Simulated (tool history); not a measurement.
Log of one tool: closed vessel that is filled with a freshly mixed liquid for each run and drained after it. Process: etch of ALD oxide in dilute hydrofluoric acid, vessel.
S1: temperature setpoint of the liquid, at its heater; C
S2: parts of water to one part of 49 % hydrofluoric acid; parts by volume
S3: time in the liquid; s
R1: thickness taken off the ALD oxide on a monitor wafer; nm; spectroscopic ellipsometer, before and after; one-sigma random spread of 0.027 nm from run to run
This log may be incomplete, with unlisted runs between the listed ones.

run    day    S1   S2  S3      R1
  1      0    25  220  40  2.0809
  2  0.271    26  220  40  2.1906
  3  0.642    26  220  40  2.1887
  4  0.838    27  220  40  2.2585
  5  1.129  27.5  220  40   2.289
  6    1.4  27.5  150  40  3.6818
  7  1.479    27  150  40  3.6603

Run 8 has not been measured yet. What should we expect?
  8  1.571  26.5  150  40   ?

{"run 8": {"R1": 3.5457}}

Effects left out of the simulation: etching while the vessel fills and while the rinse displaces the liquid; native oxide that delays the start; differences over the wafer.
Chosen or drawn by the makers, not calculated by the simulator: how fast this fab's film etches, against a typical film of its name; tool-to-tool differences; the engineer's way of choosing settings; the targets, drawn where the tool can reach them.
